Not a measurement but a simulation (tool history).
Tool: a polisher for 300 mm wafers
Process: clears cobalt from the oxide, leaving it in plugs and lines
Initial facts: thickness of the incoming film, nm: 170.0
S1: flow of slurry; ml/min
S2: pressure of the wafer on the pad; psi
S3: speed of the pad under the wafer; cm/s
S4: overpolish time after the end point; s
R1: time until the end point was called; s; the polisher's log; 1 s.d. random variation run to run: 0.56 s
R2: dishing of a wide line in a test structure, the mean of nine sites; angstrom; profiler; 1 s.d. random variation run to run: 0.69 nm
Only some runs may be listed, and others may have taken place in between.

run	hour	S1	S2	S3	S4	R1	R2
1	0	215	1.8	116	10	44.737	263.05
2	9	215	1.6	116	10	48.743	251.4
3	14.4	215	1.6	116	12	49.042	293.67
4	18	215	1.6	126	12	46.756	298.83
5	26.8	215	1.6	152	12	41.251	317.13
6	35	215	1.9	152	12	34.966	356.66
7	40.6	215	1.7	150	13	39.218	339.92
8	45.4	215	1.6	148	14	41.445	334.97

Run 9, settings as shown, results not yet in. Your forecast:
9	54.2	205	1.1	144	19	?	?

{"run 9": {"R1": 59.591, "R2": 321.88}}
